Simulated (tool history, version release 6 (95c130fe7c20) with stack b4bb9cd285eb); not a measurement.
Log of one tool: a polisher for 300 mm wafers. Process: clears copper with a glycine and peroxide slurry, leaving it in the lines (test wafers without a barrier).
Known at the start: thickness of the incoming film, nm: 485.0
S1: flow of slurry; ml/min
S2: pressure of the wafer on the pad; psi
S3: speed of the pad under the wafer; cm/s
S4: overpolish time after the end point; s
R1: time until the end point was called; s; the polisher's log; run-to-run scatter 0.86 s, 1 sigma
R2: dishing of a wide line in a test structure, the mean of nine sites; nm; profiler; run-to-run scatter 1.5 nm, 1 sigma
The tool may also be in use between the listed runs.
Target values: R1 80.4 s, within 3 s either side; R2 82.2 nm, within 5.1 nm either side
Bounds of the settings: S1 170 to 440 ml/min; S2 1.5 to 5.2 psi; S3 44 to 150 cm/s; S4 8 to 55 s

run	hour	S1	S2	S3	S4	R1	R2
1	0	280	3.3	96	28	104.68	94.875
2	8.5	340	3.3	96	28	103.77	97.739
3	12.9	340	3.3	96	37	104.03	116.29
4	14.3	340	3.3	96	46	103.99	138.77
5	16	340	3.5	96	39	99.021	124.23
6	17.3	340	3.5	96	47	100.02	144.32
7	18.7	340	3.7	96	40	96.691	134.8
8	24.9	335	3.7	100	34	91.215	122.96
9	25.9	340	4	102	20	83.826	88.822
10	31.8	340	4	102	20	84.488	85.742

Of the 4 settings listed for the next run, only one would bring every result within its allowed miss of target. Which one?
A	37.7	320	4.2	88	22	?	?
B	37.7	335	4.5	98	21	?	?
C	37.7	385	3.7	116	18	?	?
D	37.7	355	4	94	20	?	?

move	R1	R2
A	93.176	88.836
B	80.14	96.652
C	80.37	84.095
D	90.847	83.596
A: moves away from the targets compared with the last run
B: the furthest-off result lands on target, but another misses its tolerance
C: meets every target
D: moves away from the targets compared with the last run
Go with C: it meets all targets.
